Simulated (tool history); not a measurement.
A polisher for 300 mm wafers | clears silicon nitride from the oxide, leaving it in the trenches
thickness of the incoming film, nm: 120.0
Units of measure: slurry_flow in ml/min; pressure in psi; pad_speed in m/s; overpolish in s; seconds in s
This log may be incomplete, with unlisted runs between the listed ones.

run 1 hour=0 | slurry_flow=150 pressure=2.8 pad_speed=1.24 overpolish=33 | seconds=121.24
run 2 hour=1.4 | slurry_flow=150 pressure=2.8 pad_speed=1.24 overpolish=33 | seconds=122.61
run 3 hour=7.7 | slurry_flow=150 pressure=3 pad_speed=1.24 overpolish=33 | seconds=114
run 4 hour=14.9 | slurry_flow=150 pressure=3.2 pad_speed=1.24 overpolish=33 | seconds=108.66
run 5 hour=18.1 | slurry_flow=150 pressure=3.2 pad_speed=0.94 overpolish=33 | seconds=140.61
run 6 hour=24.7 | slurry_flow=155 pressure=3.4 pad_speed=1 overpolish=33 | seconds=125.64

What does the tool deliver on the next run?
run 7 hour=31.6 | slurry_flow=155 pressure=3.6 pad_speed=1.04 overpolish=33 | seconds=?

seconds: 113.9 s

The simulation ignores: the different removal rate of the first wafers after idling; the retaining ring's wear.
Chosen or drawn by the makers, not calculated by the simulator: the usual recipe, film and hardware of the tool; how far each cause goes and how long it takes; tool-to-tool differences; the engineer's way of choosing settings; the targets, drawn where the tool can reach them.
